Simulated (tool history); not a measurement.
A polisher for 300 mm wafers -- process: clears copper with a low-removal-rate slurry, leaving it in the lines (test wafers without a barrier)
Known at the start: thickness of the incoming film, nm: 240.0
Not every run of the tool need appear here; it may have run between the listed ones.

run	hour	flow of slurry (ml/min)	pressure of the wafer on the pad (psi)	speed of the pad under the wafer (m/s)	abrasive content of the slurry	overpolish time after the end point (s)	time until the end point was called (s)	dishing of a wide line in a test structure (angstrom)
1	0.0	290	3.5	0.92	1.0	19	76.852	442.39
2	2.1	290	3.5	1.06	1.0	19	67.547	493.41
3	8.3	350	3.5	1.06	1.0	19	66.135	497.47
4	11.3	370	3.6	1.06	1.0	16	64.737	445.78
5	17.4	385	3.6	1.08	1.0	14	63.996	397.64
6	20.9	385	3.6	1.20	1.0	14	57.495	436.58
7	22.4	385	3.6	1.20	1.0	12	57.311	386.62
8	24.2	395	3.7	1.20	1.0	6	54.800	203.05
9	26.1	400	3.7	1.22	1.0	7	54.281	244.36
10	34.4	405	3.7	1.22	1.0	7	54.634	246.71
11	43.3	410	3.7	1.22	1.0	7	54.110	243.62
12	45.7	410	3.7	1.22	1.0	7	53.327	243.45
13	50.2	405	3.7	1.22	1.0	8	52.997	283.02
14	55.2	410	3.7	1.22	1.0	8	54.796	276.73
15	55.8	415	3.7	1.22	1.0	8	53.697	281.34
16	63.2	420	3.7	1.22	1.0	8	54.149	277.75
17	66.2	425	3.7	1.22	1.0	8	54.593	279.65

Run 18, settings as shown, results not yet in. Your forecast:
18	74.7	430	3.7	1.22	1.0	8	?	?

Run 18 yielded time until the end point was called (s) 53.795, dishing of a wide line in a test structure (angstrom) 274.95.
